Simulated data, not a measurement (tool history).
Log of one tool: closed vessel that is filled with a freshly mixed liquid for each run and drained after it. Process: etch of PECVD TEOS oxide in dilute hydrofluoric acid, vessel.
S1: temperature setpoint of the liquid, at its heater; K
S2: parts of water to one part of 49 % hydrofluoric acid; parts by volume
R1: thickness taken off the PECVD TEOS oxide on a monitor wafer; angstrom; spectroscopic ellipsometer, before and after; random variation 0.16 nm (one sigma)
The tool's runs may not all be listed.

run 1 hour=0 | S1=295.15 S2=200 time_in_the_liquid_(s)=185 | R1=102.12
run 2 hour=1.2 | S1=295.15 S2=150 time_in_the_liquid_(s)=185 | R1=142.77
run 3 hour=10.5 | S1=297.15 S2=145 time_in_the_liquid_(s)=185 | R1=164.06
run 4 hour=14.3 | S1=297.15 S2=145 time_in_the_liquid_(s)=185 | R1=161.64
run 5 hour=15.4 | S1=297.15 S2=175 time_in_the_liquid_(s)=185 | R1=130.57
run 6 hour=24.1 | S1=297.15 S2=175 time_in_the_liquid_(s)=185 | R1=129.62
run 7 hour=25.8 | S1=298.65 S2=165 time_in_the_liquid_(s)=185 | R1=148.26
run 8 hour=33.7 | S1=299.65 S2=160 time_in_the_liquid_(s)=185 | R1=156.86

The next listed run, before its measurement:
run 9 hour=36.4 | S1=300.65 S2=155 time_in_the_liquid_(s)=185 | R1=?

R1: 170.93 angstrom

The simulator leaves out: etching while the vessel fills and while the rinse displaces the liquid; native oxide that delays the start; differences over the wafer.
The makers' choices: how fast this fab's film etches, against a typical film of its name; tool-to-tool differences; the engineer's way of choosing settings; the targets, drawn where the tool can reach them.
